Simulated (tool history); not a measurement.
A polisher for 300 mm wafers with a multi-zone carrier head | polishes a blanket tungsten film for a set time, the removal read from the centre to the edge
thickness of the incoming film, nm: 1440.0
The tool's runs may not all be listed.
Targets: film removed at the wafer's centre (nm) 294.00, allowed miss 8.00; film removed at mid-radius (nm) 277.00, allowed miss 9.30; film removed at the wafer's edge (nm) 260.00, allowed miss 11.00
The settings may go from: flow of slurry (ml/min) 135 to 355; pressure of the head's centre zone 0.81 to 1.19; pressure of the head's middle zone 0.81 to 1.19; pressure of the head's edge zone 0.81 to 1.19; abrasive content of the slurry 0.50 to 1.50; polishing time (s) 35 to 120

run,hour,flow of slurry (ml/min),pressure of the head's centre zone,pressure of the head's middle zone,pressure of the head's edge zone,abrasive content of the slurry,polishing time (s),film removed at the wafer's centre (nm),film removed at mid-radius (nm),film removed at the wafer's edge (nm)
1,0.0,225,1.00,1.00,1.00,1.00,77,334.23,333.42,332.10
2,7.1,225,1.00,1.00,0.98,0.95,77,331.28,328.72,322.99
3,10.6,225,1.08,1.00,0.98,0.95,77,354.15,325.34,320.98
4,13.9,220,1.07,1.00,0.96,0.90,77,348.72,317.63,312.98
5,17.9,220,1.06,1.00,0.95,0.85,77,333.92,315.65,304.19
6,24.6,220,1.06,1.00,0.88,0.85,77,337.96,312.56,296.71
7,30.4,215,1.06,1.00,0.87,0.80,77,328.62,301.91,286.58
# hour 33.3: slurry nozzle cleaned
8,33.3,165,1.02,0.99,0.81,0.70,77,303.76,292.76,269.53

5 next moves are on the table. One of them brings every result within its allowed miss. Which?
A,36.2,160,0.89,1.01,0.87,0.75,81,?,?,?
B,36.2,215,0.95,0.89,0.86,0.60,86,?,?,?
C,36.2,175,0.97,0.89,0.95,0.55,86,?,?,?
D,36.2,190,1.02,0.98,0.83,0.70,74,?,?,?
E,36.2,200,0.99,1.09,0.81,0.60,79,?,?,?

move,film removed at the wafer's centre (nm),film removed at mid-radius (nm),film removed at the wafer's edge (nm)
A,283.97,318.88,293.70
B,303.21,285.77,288.97
C,288.62,267.04,284.49
D,296.04,281.65,259.37
E,288.18,308.85,256.29
A: further off than the last run
B: brings the result that was furthest off to its target, and leaves another outside
C: takes the result that was furthest off past its target
D: meets every target
E: further off than the last run
Answer: D
